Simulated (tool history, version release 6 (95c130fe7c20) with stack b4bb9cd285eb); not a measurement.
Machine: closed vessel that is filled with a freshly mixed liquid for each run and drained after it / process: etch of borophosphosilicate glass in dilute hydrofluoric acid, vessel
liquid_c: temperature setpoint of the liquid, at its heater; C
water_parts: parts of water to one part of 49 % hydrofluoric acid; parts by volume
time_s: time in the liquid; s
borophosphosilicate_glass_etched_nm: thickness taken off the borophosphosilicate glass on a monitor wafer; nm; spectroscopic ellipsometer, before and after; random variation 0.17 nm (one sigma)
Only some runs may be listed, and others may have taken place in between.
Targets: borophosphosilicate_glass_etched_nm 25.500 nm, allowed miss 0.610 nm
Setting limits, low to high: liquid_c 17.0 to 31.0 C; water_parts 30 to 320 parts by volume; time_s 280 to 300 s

run  hour  liquid_c  water_parts  time_s  borophosphosilicate_glass_etched_nm
  1   0.0      23.0          175     280                               53.523
  2   0.9      23.0          155     280                               62.876
  3   6.9      21.5          175     280                               51.060
  4   9.1      20.0          175     280                               48.070
  5  14.3      19.5          190     280                               42.963
  6  21.6      19.0          205     280                               38.426
  7  23.1      18.5          215     280                               35.173
  8  27.6      18.0          225     280                               32.684
  9  31.1      18.0          230     280                               31.869
 10  33.5      18.0          235     280                               31.466
 11  37.8      18.0          240     280                               30.355
 12  41.7      18.0          245     280                               29.672
 13  47.6      18.0          250     280                               29.401
 14  51.3      18.0          255     280                               28.471
 15  56.2      18.0          260     280                               27.607
 16  65.1      17.5          265     280                               26.453

Which of these 5 next moves meets every target?
  A  74.0      17.5          270     295                                    ?
  B  74.0      20.0          285     285                                    ?
  C  74.0      20.0          275     285                                    ?
  D  74.0      18.0          280     300                                    ?
  E  74.0      17.0          270     280                                    ?

move  borophosphosilicate_glass_etched_nm
   A                               27.391
   B                               27.171
   C                               28.416
   D                               27.139
   E                               25.504
A: the biggest miss grows against the last run
B: the biggest miss grows against the last run
C: the biggest miss grows against the last run
D: the biggest miss grows against the last run
E: meets every target
Answer: E
